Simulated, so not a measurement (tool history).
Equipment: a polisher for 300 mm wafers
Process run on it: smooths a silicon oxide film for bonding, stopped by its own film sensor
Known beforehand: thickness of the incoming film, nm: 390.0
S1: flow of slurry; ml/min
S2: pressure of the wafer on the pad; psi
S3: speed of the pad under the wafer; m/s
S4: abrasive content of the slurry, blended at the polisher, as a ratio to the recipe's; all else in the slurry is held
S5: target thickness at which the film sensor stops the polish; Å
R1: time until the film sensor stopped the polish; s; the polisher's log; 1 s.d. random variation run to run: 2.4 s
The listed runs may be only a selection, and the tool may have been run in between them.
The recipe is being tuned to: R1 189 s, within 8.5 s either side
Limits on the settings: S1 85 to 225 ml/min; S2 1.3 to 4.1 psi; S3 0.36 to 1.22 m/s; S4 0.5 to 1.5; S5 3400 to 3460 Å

run  hour   S1   S2    S3   S4    S5      R1
  1     0  145  2.7  0.78    1  3400  82.683
  2   3.7  145  2.9  0.78    1  3400  78.033
  3  11.8  145  2.9  0.78  1.2  3400  69.151
  4  16.1  145  2.7  0.72  1.2  3400  78.088
  5  17.7  170  2.7  0.72  1.2  3400  76.546
  6  19.1  170  2.5  0.66  1.2  3400  85.872
  7    28  170  2.3  0.62  1.2  3400  96.737
  8  29.9  170  2.2  0.58  1.2  3400  103.91
  9  32.3  170  2.1  0.54  1.2  3400  113.89
 10  39.8  165    2  0.52  1.2  3400  120.58
 11  42.8  165  1.9   0.5  1.2  3400  129.77
 12  49.9  155  1.3  0.38  1.2  3400  205.45

Below are 5 possible settings for the next run. Only one of them brings all results inside the allowed miss of their targets. Which is it?
  A    57  145  1.5  0.38  0.95  3430   ?
  B    57  180  1.3  0.44   1.1  3400   ?
  C    57  105  1.3   0.4   1.1  3440   ?
  D    57  195  1.3  0.36  0.95  3440   ?
  E    57  145  1.4  0.36   1.1  3400   ?

move      R1
   A  204.29
   B  190.81
   C  207.65
   D   217.3
   E  214.31
A: closes in on the targets versus the last run, not all within tolerance yet
B: meets every target
C: lands further from the targets than the last run did
D: lands further from the targets than the last run did
E: lands further from the targets than the last run did
Answer: B

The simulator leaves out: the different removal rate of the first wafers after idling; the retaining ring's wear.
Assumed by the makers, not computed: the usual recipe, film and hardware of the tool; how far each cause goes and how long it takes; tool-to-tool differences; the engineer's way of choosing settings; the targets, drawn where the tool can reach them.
